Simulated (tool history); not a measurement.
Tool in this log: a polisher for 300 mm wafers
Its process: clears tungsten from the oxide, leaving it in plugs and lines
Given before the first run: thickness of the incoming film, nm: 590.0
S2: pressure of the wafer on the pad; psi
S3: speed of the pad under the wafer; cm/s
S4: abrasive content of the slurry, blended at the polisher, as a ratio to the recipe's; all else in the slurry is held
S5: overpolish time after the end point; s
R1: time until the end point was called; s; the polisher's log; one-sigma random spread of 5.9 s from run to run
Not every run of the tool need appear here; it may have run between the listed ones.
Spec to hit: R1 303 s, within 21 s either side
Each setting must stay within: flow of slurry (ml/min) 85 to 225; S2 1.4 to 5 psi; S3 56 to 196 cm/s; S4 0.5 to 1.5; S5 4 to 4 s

run 1 hour=0 | flow_of_slurry_(ml/min)=145 S2=3.2 S3=126 S4=1 S5=4 | R1=152.98
run 2 hour=4.3 | flow_of_slurry_(ml/min)=145 S2=2.9 S3=122 S4=1 S5=4 | R1=173.72
run 3 hour=6.4 | flow_of_slurry_(ml/min)=180 S2=2.9 S3=122 S4=1 S5=4 | R1=166.95
run 4 hour=9.2 | flow_of_slurry_(ml/min)=180 S2=2.6 S3=118 S4=1 S5=4 | R1=190.76
run 5 hour=11.3 | flow_of_slurry_(ml/min)=180 S2=2.4 S3=116 S4=1 S5=4 | R1=212.2
run 6 hour=19.4 | flow_of_slurry_(ml/min)=180 S2=2.2 S3=116 S4=1 S5=4 | R1=232.83
run 7 hour=21.2 | flow_of_slurry_(ml/min)=180 S2=2.1 S3=116 S4=1 S5=4 | R1=238.19
run 8 hour=25.8 | flow_of_slurry_(ml/min)=180 S2=2 S3=116 S4=1 S5=4 | R1=247.89
run 9 hour=34 | flow_of_slurry_(ml/min)=180 S2=1.4 S3=112 S4=1 S5=4 | R1=371.16

Exactly one of the 4 candidate moves below puts every result within its allowed miss. Which one?
run A hour=42.2 | flow_of_slurry_(ml/min)=175 S2=1.8 S3=130 S4=0.9 S5=4 | R1=?
run B hour=42.2 | flow_of_slurry_(ml/min)=165 S2=1.6 S3=122 S4=1.05 S5=4 | R1=?
run C hour=42.2 | flow_of_slurry_(ml/min)=195 S2=1.8 S3=126 S4=1 S5=4 | R1=?
run D hour=42.2 | flow_of_slurry_(ml/min)=190 S2=1.8 S3=134 S4=0.9 S5=4 | R1=?

move=A R1=250.44
move=B R1=291.98
move=C R1=250.41
move=D R1=240.87
A: takes the biggest miss from the last run beyond its target
B: every result within its allowed miss
C: takes the biggest miss from the last run beyond its target
D: takes the biggest miss from the last run beyond its target
The move that meets every target is B.
